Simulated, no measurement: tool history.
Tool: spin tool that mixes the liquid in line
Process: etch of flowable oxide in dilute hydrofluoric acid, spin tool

run  hour  temperature setpoint of the liquid (°C)  parts of water to one part of 49 % hydrofluoric acid (parts by volume)  time under the liquid (s)  thickness taken off the flowable oxide on a monitor wafer (angstrom)
  1     0                                       20                                                                     215                        285                                                                 349.7
  2   6.3                                       20                                                                     215                        305                                                                 377.5
  3  11.2                                     19.5                                                                     235                        305                                                                329.69
  4  13.3                                       19                                                                     250                        305                                                                300.52
  5  16.5                                       19                                                                     305                        305                                                                235.14
  6    20                                     18.5                                                                     310                        305                                                                224.99
  7  25.9                                       18                                                                     315                        305                                                                216.11
  8  26.7                                       18                                                                     315                        305                                                                 216.2
  9  34.8                                       18                                                                     320                        305                                                                211.91

Run 10 comes next. What will it give?
 10    36                                       18                                                                     325                        305                                                                     ?

{"run 10": {"thickness taken off the flowable oxide on a monitor wafer (angstrom)": 208.22}}
